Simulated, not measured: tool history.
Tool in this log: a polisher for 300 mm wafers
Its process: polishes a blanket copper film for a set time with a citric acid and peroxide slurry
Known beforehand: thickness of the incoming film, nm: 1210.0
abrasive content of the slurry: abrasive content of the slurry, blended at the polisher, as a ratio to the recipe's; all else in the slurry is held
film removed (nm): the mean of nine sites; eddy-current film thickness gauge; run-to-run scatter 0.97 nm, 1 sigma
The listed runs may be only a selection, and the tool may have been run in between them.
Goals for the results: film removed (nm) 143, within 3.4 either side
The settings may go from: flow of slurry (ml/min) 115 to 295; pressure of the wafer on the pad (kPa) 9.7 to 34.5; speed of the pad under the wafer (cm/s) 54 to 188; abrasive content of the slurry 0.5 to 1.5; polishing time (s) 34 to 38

run	hour	flow of slurry (ml/min)	pressure of the wafer on the pad (kPa)	speed of the pad under the wafer (cm/s)	abrasive content of the slurry	polishing time (s)	film removed (nm)
1	0	190	22.1	120	1	38	126.94
2	5.3	195	22.1	120	1	38	128
3	6.6	200	22.1	120	1	38	128.6
4	7.4	200	22.1	92	1	38	100.66
5	13.7	200	22.1	92	1	34	90.385
6	16.9	200	22.1	92	0.9	34	87.663
7	23.7	205	23.4	92	0.9	34	93.095
8	30.4	205	24.8	92	0.9	34	98.63
9	33.1	205	25.5	92	0.9	34	101.71
10	36	205	26.2	92	0.9	34	104.87
11	38.1	240	32.4	92	0.9	34	130.35

Of the 5 settings listed for the next run, only one would bring every result within its allowed miss of target. Which one?
A	40.2	275	33.1	84	1.2	35	?
B	40.2	240	33.8	90	0.95	36	?
C	40.2	285	31.7	96	0.95	34	?
D	40.2	260	33.1	78	1.1	38	?
E	40.2	225	33.1	94	0.95	38	?

move	film removed (nm)
A	136.6
B	142.26
C	136.02
D	135.4
E	151.95
A: nearer the targets than the last run, but a result is still out of spec
B: every result within its allowed miss
C: nearer the targets than the last run, but a result is still out of spec
D: nearer the targets than the last run, but a result is still out of spec
E: pushes the last run's worst result past its target
So the answer is move B, the one that meets all the targets.

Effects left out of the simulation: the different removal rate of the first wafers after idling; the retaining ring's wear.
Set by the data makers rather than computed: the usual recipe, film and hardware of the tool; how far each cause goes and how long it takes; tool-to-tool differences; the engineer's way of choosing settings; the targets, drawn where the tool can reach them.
